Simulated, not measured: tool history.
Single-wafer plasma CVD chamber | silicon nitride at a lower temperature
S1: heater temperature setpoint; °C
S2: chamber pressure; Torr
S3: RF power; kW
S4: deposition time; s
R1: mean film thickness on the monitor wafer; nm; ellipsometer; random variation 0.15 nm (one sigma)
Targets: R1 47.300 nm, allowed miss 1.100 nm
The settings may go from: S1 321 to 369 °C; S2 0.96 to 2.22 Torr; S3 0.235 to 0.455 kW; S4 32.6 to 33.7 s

Run 1, hour 0.0: S1 345 °C, S2 1.59 Torr, S3 0.345 kW, S4 32.6 s. Result: R1 42.826 nm.
Run 2, hour 1.6: S1 345 °C, S2 1.41 Torr, S3 0.345 kW, S4 32.6 s. Result: R1 41.302 nm.
Run 3, hour 7.7: S1 345 °C, S2 1.47 Torr, S3 0.350 kW, S4 32.6 s. Result: R1 42.163 nm.
Run 4, hour 14.9: S1 345 °C, S2 1.47 Torr, S3 0.315 kW, S4 32.6 s. Result: R1 39.164 nm.
Run 5, hour 22.7: S1 335 °C, S2 1.47 Torr, S3 0.315 kW, S4 32.6 s. Result: R1 39.339 nm.
Run 6, hour 29.4: S1 335 °C, S2 1.47 Torr, S3 0.275 kW, S4 32.6 s. Result: R1 35.808 nm.
Run 7, hour 30.0: S1 335 °C, S2 1.53 Torr, S3 0.285 kW, S4 32.7 s. Result: R1 37.442 nm.
Run 8, hour 32.9: S1 335 °C, S2 1.59 Torr, S3 0.290 kW, S4 32.7 s. Result: R1 38.045 nm.
Run 9, hour 39.6: S1 335 °C, S2 1.64 Torr, S3 0.300 kW, S4 32.7 s. Result: R1 39.413 nm.
Run 10, hour 40.9: S1 335 °C, S2 1.69 Torr, S3 0.305 kW, S4 32.7 s. Result: R1 40.254 nm.
Run 11, hour 45.3: S1 335 °C, S2 1.74 Torr, S3 0.310 kW, S4 32.7 s. Result: R1 41.046 nm.
Run 12, hour 51.8: S1 335 °C, S2 1.78 Torr, S3 0.315 kW, S4 32.7 s. Result: R1 41.695 nm.
Run 13, hour 53.9: S1 335 °C, S2 1.82 Torr, S3 0.320 kW, S4 32.7 s. Result: R1 42.311 nm.

5 next moves are on the table. One of them brings every result within its allowed miss. Which?
Run A, hour 56.0: S1 327 °C, S2 1.78 Torr, S3 0.330 kW, S4 33.7 s. Result: R1 ?.
Run B, hour 56.0: S1 337 °C, S2 1.77 Torr, S3 0.340 kW, S4 32.9 s. Result: R1 ?.
Run C, hour 56.0: S1 338 °C, S2 1.77 Torr, S3 0.345 kW, S4 33.5 s. Result: R1 ?.
Run D, hour 56.0: S1 335 °C, S2 1.95 Torr, S3 0.345 kW, S4 33.7 s. Result: R1 ?.
Run E, hour 56.0: S1 340 °C, S2 1.87 Torr, S3 0.330 kW, S4 33.7 s. Result: R1 ?.

move      R1
   A  44.747
   B  44.344
   C  45.578
   D  47.147
   E  45.155
A: nearer than the last run, and not there yet
B: nearer than the last run, and not there yet
C: nearer than the last run, and not there yet
D: meets every target
E: nearer than the last run, and not there yet
The right move is D.
